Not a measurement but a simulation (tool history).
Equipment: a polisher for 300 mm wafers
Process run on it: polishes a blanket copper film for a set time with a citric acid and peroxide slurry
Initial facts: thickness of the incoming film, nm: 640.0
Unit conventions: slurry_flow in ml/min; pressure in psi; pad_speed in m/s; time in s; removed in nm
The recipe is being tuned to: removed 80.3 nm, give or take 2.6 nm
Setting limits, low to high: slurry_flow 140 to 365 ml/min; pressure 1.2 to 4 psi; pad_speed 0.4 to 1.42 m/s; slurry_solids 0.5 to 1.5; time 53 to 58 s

| run | day | slurry_flow | pressure | pad_speed | slurry_solids | time | removed |
|---|---|---|---|---|---|---|---|
| 1 | 0 | 235 | 2.6 | 0.9 | 1 | 58 | 100.6 |
| 2 | 0.071 | 235 | 2.5 | 0.9 | 1 | 58 | 98.362 |
| 3 | 0.204 | 235 | 2.4 | 0.9 | 1 | 58 | 94.452 |
| 4 | 0.462 | 235 | 2.4 | 0.9 | 0.8 | 58 | 89.523 |
| 5 | 0.704 | 235 | 2.9 | 0.9 | 0.8 | 58 | 109.31 |
| 6 | 1.058 | 235 | 2.9 | 1 | 0.8 | 58 | 120.79 |
| 7 | 1.096 | 235 | 2.7 | 1 | 0.8 | 58 | 115.35 |
| 8 | 1.296 | 235 | 2.5 | 1 | 0.8 | 58 | 104.86 |
| 9 | 1.617 | 230 | 1.8 | 1 | 0.8 | 58 | 75.927 |
| 10 | 1.912 | 235 | 1.8 | 1 | 0.8 | 58 | 76.51 |

Which of these 5 next moves meets every target?
| A | 2.208 | 285 | 2.3 | 0.78 | 1.05 | 58 | ? |
| B | 2.208 | 315 | 2 | 0.92 | 0.95 | 53 | ? |
| C | 2.208 | 245 | 2.4 | 0.86 | 0.8 | 57 | ? |
| D | 2.208 | 240 | 1.8 | 0.96 | 0.8 | 58 | ? |
| E | 2.208 | 220 | 2 | 0.9 | 0.7 | 58 | ? |

| move | removed |
|---|---|
| A | 79.735 |
| B | 74.399 |
| C | 85.32 |
| D | 72.993 |
| E | 73.97 |
A: meets every target
B: the biggest miss grows against the last run
C: pushes the last run's worst result past its target
D: the biggest miss grows against the last run
E: the biggest miss grows against the last run
So the answer is move A, the one that meets all the targets.

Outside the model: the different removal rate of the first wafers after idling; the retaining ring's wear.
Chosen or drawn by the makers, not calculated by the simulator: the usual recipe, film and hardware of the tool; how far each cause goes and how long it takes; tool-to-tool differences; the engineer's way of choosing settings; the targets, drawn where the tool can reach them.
